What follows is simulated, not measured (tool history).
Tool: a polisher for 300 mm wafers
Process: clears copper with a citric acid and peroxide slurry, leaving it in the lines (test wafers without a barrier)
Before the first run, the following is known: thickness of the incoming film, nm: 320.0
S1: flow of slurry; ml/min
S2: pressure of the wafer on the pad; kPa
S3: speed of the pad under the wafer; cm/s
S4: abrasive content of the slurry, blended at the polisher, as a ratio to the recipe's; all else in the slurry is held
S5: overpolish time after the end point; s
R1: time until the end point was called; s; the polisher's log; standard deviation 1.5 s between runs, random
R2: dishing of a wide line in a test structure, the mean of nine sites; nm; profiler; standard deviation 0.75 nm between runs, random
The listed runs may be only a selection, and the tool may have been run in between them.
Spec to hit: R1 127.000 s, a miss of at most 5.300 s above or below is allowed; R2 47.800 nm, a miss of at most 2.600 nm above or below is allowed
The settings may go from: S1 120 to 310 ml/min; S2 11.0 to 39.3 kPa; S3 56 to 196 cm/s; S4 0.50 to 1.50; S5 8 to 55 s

run    day   S1    S2   S3    S4  S5       R1      R2
  1  0.000  200  24.8  126  1.00  28  100.460  54.205
  2  0.325  200  27.6  126  1.00  28   88.274  58.070
  3  0.379  200  27.6  126  1.00  36   89.474  68.257
  4  0.554  200  25.5  126  1.00  34   96.839  62.493
  5  0.658  200  25.5  126  1.20  34   94.095  65.535
  6  0.846  200  23.4  126  1.20  33  101.030  58.085
  7  1.025  200  22.1  126  1.20  33  108.320  55.923
  8  1.217  200  21.4  126  1.20  33  110.860  53.767
  9  1.558  200  20.7  126  1.20  33  115.660  52.955
 10  1.658  200  20.0  126  1.20  33  116.560  51.200
 11  1.962  200  19.3  126  1.20  33  121.770  50.553

Below are 5 possible settings for the next run. Only one of them brings all results inside the allowed miss of their targets. Which is it?
  A  2.267  210  17.2  136  1.25  28   ?   ?
  B  2.267  175  18.6  114  1.20  44   ?   ?
  C  2.267  130  21.4  114  1.50  36   ?   ?
  D  2.267  200  20.7  106  1.50  31   ?   ?
  E  2.267  235  20.0  124  1.20  33   ?   ?

move       R1      R2
   A  127.650  43.033
   B  140.620  56.336
   C  125.510  53.691
   D  126.230  47.689
   E  118.080  52.339
A: the result that was furthest off in the last run now lies on the other side of its target
B: further off than the last run
C: further off than the last run
D: every result lands within tolerance
E: further off than the last run
Correct choice: D, which meets every target
